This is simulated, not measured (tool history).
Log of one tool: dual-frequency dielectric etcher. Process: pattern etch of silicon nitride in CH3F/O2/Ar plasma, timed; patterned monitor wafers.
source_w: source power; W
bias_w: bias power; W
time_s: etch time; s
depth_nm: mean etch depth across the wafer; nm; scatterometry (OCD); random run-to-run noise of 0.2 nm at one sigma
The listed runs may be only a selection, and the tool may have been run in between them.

run  hour  source_w  bias_w  time_s  depth_nm
  1     0       510      90    51.5    40.978
  2   4.7       510      90    51.5    40.882
  3  11.5       510      90      54    42.782
  4  19.2       510     102      54    45.561
  5  24.4       520     102      54    46.136
  6  27.3       520     102    51.5     43.78

Run 7 has not been measured yet. What should we expect?
  7  29.5       530     103    51.5         ?

Run 7 gave depth_nm 44.615 nm.
